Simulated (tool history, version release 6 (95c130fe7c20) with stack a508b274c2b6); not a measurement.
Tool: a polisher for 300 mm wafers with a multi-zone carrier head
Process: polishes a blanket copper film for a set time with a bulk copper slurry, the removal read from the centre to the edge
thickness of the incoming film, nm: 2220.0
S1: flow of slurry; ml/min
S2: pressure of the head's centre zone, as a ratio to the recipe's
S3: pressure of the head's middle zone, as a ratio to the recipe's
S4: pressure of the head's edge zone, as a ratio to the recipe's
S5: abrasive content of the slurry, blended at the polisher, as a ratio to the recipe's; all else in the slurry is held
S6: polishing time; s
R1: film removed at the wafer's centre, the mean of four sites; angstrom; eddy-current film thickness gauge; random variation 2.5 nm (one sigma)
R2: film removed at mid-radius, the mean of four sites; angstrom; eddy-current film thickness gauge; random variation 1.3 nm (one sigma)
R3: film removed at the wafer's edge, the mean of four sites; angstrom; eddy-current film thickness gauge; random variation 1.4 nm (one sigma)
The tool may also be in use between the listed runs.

{"run": 1, "hour": 0.0, "S1": 190, "S2": 1.0, "S3": 1.0, "S4": 1.0, "S5": 1.0, "S6": 35, "R1": 1979.7, "R2": 2012.4, "R3": 2016.6}
{"run": 2, "hour": 4.8, "S1": 190, "S2": 1.0, "S3": 1.0, "S4": 0.92, "S5": 1.0, "S6": 35, "R1": 1983.4, "R2": 2032.9, "R3": 1924.7}
{"run": 3, "hour": 6.8, "S1": 195, "S2": 0.97, "S3": 0.99, "S4": 0.96, "S5": 1.0, "S6": 35, "R1": 1946.9, "R2": 1986.3, "R3": 1994.6}
{"run": 4, "hour": 10.8, "S1": 170, "S2": 0.97, "S3": 0.99, "S4": 0.96, "S5": 1.0, "S6": 35, "R1": 1888.2, "R2": 1955.4, "R3": 1945.3}
{"run": 5, "hour": 16.5, "S1": 180, "S2": 0.94, "S3": 0.99, "S4": 0.99, "S5": 1.0, "S6": 35, "R1": 1820.5, "R2": 1976.9, "R3": 2012.3}
{"run": 6, "hour": 19.1, "S1": 180, "S2": 0.94, "S3": 0.99, "S4": 0.99, "S5": 1.2, "S6": 35, "R1": 1906.4, "R2": 2074.7, "R3": 2106.9}
{"run": 7, "hour": 28.1, "S1": 180, "S2": 0.93, "S3": 0.98, "S4": 1.01, "S5": 1.2, "S6": 35, "R1": 1933.2, "R2": 2066.0, "R3": 2101.0}

The next listed run, before its measurement:
{"hour": 33.9, "done": "worn pad replaced by a new one"}
{"run": 8, "hour": 33.9, "S1": 180, "S2": 0.91, "S3": 0.97, "S4": 1.04, "S5": 1.2, "S6": 35, "R1": "?", "R2": "?", "R3": "?"}

R1: 2085.9 angstrom
R2: 2222.0 angstrom
R3: 2318.6 angstrom

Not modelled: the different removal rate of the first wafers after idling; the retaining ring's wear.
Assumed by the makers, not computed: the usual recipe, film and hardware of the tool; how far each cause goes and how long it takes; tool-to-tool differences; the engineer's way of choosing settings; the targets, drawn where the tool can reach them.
